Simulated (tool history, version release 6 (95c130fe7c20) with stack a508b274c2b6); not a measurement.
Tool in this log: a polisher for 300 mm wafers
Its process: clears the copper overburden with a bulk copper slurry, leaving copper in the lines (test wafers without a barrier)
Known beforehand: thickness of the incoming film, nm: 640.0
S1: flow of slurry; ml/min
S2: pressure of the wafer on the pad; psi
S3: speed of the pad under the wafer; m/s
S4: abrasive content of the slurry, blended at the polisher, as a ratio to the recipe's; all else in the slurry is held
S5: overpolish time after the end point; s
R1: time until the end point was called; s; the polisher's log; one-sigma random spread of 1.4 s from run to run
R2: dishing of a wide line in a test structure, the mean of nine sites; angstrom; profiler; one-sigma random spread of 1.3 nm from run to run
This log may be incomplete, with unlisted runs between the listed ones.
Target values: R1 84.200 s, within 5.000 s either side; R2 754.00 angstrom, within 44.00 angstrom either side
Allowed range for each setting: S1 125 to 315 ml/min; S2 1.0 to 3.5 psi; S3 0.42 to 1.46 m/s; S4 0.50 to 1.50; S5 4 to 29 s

| run | hour | S1 | S2 | S3 | S4 | S5 | R1 | R2 |
|---|---|---|---|---|---|---|---|---|
| 1 | 0.0 | 205 | 2.2 | 0.94 | 1.00 | 15 | 96.723 | 542.99 |
| 2 | 6.7 | 205 | 2.3 | 0.94 | 1.00 | 16 | 90.966 | 562.24 |
| 3 | 9.1 | 205 | 2.3 | 0.94 | 1.00 | 17 | 91.719 | 586.38 |
| 4 | 10.1 | 205 | 2.3 | 0.94 | 1.15 | 17 | 88.392 | 596.71 |
| 5 | 11.3 | 205 | 2.9 | 0.94 | 1.15 | 17 | 69.521 | 702.03 |
| 6 | 19.5 | 205 | 2.9 | 0.94 | 1.15 | 12 | 71.182 | 573.99 |
| 7 | 27.7 | 205 | 2.8 | 0.94 | 1.15 | 14 | 71.330 | 626.86 |
| 8 | 31.4 | 205 | 2.7 | 0.94 | 1.15 | 16 | 75.000 | 639.34 |
| 9 | 39.5 | 205 | 2.6 | 0.94 | 1.15 | 17 | 76.679 | 672.81 |
| 10 | 44.7 | 205 | 2.5 | 0.94 | 1.15 | 18 | 80.459 | 654.00 |
| 11 | 51.4 | 205 | 2.5 | 0.94 | 1.15 | 19 | 82.382 | 692.52 |
| 12 | 51.9 | 205 | 2.5 | 0.94 | 1.15 | 20 | 82.786 | 711.54 |

Exercise: of the 4 proposed moves below, exactly one satisfies all targets within the stated allowed misses. Which move is it?
| A | 52.4 | 130 | 2.6 | 0.94 | 1.25 | 22 | ? | ? |
| B | 52.4 | 200 | 2.4 | 0.90 | 1.05 | 20 | ? | ? |
| C | 52.4 | 215 | 2.4 | 1.02 | 1.25 | 16 | ? | ? |
| D | 52.4 | 195 | 2.7 | 0.92 | 1.20 | 18 | ? | ? |

| move | R1 | R2 |
|---|---|---|
| A | 80.785 | 717.72 |
| B | 88.356 | 641.72 |
| C | 74.519 | 622.59 |
| D | 75.073 | 674.69 |
A: meets every target
B: misses by more than the last run did
C: misses by more than the last run did
D: misses by more than the last run did
A is the move that brings every result within its allowed miss.

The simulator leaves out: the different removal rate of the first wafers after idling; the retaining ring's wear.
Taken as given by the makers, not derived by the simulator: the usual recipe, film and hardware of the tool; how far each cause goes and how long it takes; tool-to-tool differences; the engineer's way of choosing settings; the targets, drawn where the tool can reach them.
